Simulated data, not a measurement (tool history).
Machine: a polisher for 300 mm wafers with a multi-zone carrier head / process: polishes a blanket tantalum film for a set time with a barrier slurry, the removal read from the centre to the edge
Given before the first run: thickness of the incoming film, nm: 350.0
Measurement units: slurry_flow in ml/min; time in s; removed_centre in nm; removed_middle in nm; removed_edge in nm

run	hour	slurry_flow	centre_zone	middle_zone	edge_zone	slurry_solids	time	removed_centre	removed_middle	removed_edge
1	0	215	1	1	1	1	78	70.909	72.111	72.826
2	5.4	215	1	1	1	0.9	78	69.422	69.453	69.775
3	12.1	215	1	1	1	1.1	78	72.52	70.449	72.425
4	13.3	220	0.98	1.04	1.03	1.15	82	75.677	77.796	79.708
5	20.9	225	0.97	1.07	1.04	1.2	84	76.604	83.516	81.528
6	26.1	230	0.97	1.09	1.06	1.25	86	79.122	85.696	85.297

Run 7, settings as shown, results not yet in. Your forecast:
7	26.9	230	0.96	1.11	1.07	1.3	88	?	?	?

removed_centre: 80.23 nm
removed_middle: 89.452 nm
removed_edge: 86.949 nm
